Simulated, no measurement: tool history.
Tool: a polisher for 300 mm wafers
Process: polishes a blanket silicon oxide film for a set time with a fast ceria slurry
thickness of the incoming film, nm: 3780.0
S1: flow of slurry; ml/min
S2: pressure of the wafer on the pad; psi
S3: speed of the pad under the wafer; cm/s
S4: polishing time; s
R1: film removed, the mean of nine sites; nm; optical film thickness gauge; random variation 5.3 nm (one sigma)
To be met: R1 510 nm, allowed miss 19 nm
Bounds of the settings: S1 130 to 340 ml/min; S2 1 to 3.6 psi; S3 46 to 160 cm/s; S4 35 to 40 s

run,hour,S1,S2,S3,S4,R1
1,0,220,2.3,102,40,636.56
2,6.8,220,2.3,116,40,709.33
3,15.4,220,2.1,116,40,655.67
4,17.5,185,2.1,116,40,647.64
5,23.8,185,2.4,116,40,723.91
6,31.8,185,2.2,116,40,666.73
7,34.9,185,2,116,40,626.36
8,41.9,185,1.9,116,40,597.47
9,45,185,1.8,116,40,569.94

5 next moves are on the table. One of them brings every result within its allowed miss. Which?
A,48.1,150,2.1,116,39,?
B,48.1,245,1.6,132,40,?
C,48.1,195,1.8,122,38,?
D,48.1,185,1.9,118,40,?
E,48.1,195,2.2,98,36,?

move,R1
A,609.62
B,612.76
C,573.28
D,604.72
E,512.45
A: further off than the last run
B: further off than the last run
C: further off than the last run
D: further off than the last run
E: meets every target
Answer: E

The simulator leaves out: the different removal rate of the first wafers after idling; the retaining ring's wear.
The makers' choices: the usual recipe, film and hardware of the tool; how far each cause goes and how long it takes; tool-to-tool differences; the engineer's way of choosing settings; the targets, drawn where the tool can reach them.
